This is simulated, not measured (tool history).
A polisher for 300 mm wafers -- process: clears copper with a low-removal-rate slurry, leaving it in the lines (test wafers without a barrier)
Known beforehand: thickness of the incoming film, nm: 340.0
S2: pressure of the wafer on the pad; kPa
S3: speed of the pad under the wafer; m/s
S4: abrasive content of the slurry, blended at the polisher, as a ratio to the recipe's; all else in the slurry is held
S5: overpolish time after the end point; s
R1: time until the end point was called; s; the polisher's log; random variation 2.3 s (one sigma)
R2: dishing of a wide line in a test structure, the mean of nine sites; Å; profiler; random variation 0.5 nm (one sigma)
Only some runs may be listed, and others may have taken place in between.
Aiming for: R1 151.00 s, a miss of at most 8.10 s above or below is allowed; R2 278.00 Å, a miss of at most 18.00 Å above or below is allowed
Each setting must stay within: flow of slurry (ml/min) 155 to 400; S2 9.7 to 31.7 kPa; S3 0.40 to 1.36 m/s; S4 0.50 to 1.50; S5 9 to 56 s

run 1 hour=0.0 | flow_of_slurry_(ml/min)=255 S2=20.7 S3=0.88 S4=1.00 S5=29 | R1=107.55 R2=539.37
run 2 hour=5.9 | flow_of_slurry_(ml/min)=255 S2=16.5 S3=0.88 S4=1.00 S5=29 | R1=133.62 R2=473.27
run 3 hour=14.0 | flow_of_slurry_(ml/min)=255 S2=15.9 S3=0.88 S4=1.00 S5=24 | R1=138.15 R2=388.37
run 4 hour=19.0 | flow_of_slurry_(ml/min)=255 S2=15.2 S3=0.88 S4=1.00 S5=22 | R1=142.70 R2=350.24
run 5 hour=22.1 | flow_of_slurry_(ml/min)=255 S2=11.0 S3=0.88 S4=1.00 S5=22 | R1=183.83 R2=285.14
run 6 hour=22.8 | flow_of_slurry_(ml/min)=255 S2=13.1 S3=0.88 S4=1.00 S5=22 | R1=168.23 R2=324.49
run 7 hour=24.6 | flow_of_slurry_(ml/min)=260 S2=14.5 S3=0.94 S4=1.00 S5=10 | R1=142.21 R2=183.80
run 8 hour=26.2 | flow_of_slurry_(ml/min)=260 S2=14.5 S3=0.92 S4=1.00 S5=12 | R1=145.31 R2=207.91
run 9 hour=30.7 | flow_of_slurry_(ml/min)=260 S2=14.5 S3=0.92 S4=1.00 S5=14 | R1=144.59 R2=245.98
run 10 hour=38.0 | flow_of_slurry_(ml/min)=260 S2=14.5 S3=0.92 S4=1.00 S5=15 | R1=145.34 R2=259.26

Pick the move, out of 5, that brings all results within their allowed miss; only one does.
run A hour=45.3 | flow_of_slurry_(ml/min)=275 S2=13.1 S3=0.98 S4=1.05 S5=14 | R1=? R2=?
run B hour=45.3 | flow_of_slurry_(ml/min)=270 S2=14.5 S3=0.88 S4=1.00 S5=17 | R1=? R2=?
run C hour=45.3 | flow_of_slurry_(ml/min)=270 S2=20.0 S3=0.62 S4=1.00 S5=16 | R1=? R2=?
run D hour=45.3 | flow_of_slurry_(ml/min)=260 S2=15.9 S3=0.88 S4=1.10 S5=14 | R1=? R2=?
run E hour=45.3 | flow_of_slurry_(ml/min)=330 S2=14.5 S3=0.88 S4=1.15 S5=14 | R1=? R2=?

move=A R1=146.10 R2=242.28
move=B R1=151.80 R2=279.20
move=C R1=160.94 R2=254.70
move=D R1=136.93 R2=258.77
move=E R1=142.46 R2=248.84
A: its largest miss is bigger than the last run's
B: all results land within tolerance of their targets
C: its largest miss is bigger than the last run's
D: its largest miss is bigger than the last run's
E: its largest miss is bigger than the last run's
B is the move that brings every result within its allowed miss.
